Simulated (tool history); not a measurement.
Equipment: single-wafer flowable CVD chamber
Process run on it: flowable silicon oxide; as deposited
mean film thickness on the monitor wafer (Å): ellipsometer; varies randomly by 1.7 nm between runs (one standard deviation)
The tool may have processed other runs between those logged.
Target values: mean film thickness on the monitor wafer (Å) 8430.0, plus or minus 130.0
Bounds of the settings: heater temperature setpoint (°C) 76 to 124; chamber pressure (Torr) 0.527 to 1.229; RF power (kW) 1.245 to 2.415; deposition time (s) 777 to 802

| run | hour | heater temperature setpoint (°C) | chamber pressure (Torr) | RF power (kW) | deposition time (s) | mean film thickness on the monitor wafer (Å) |
|---|---|---|---|---|---|---|
| 1 | 0.0 | 100 | 0.878 | 1.830 | 777 | 4972.7 |
| 2 | 2.5 | 98 | 0.878 | 1.830 | 777 | 5339.6 |
| 3 | 6.7 | 96 | 0.878 | 1.830 | 777 | 5785.8 |
| 4 | 8.8 | 91 | 0.878 | 1.830 | 777 | 6960.1 |
| 5 | 16.3 | 90 | 0.878 | 1.830 | 777 | 7198.0 |
| 6 | 22.7 | 90 | 0.878 | 1.830 | 802 | 7430.9 |
| 7 | 30.6 | 88 | 0.878 | 1.830 | 802 | 7978.7 |
| 8 | 32.8 | 87 | 0.878 | 1.830 | 802 | 8202.2 |

Which one of the following 5 next-run settings gets every result inside its allowed miss? There is exactly one.
| A | 35.0 | 80 | 0.678 | 2.125 | 777 | ? |
| B | 35.0 | 86 | 0.792 | 2.075 | 802 | ? |
| C | 35.0 | 87 | 0.926 | 1.515 | 795 | ? |
| D | 35.0 | 88 | 0.969 | 1.735 | 788 | ? |
| E | 35.0 | 83 | 0.750 | 1.880 | 777 | ? |

| move | mean film thickness on the monitor wafer (Å) |
|---|---|
| A | 8033.6 |
| B | 7909.1 |
| C | 8188.7 |
| D | 8487.7 |
| E | 7901.4 |
A: the biggest miss grows against the last run
B: the biggest miss grows against the last run
C: the biggest miss grows against the last run
D: hits every target within its allowed miss
E: the biggest miss grows against the last run
D meets every target.
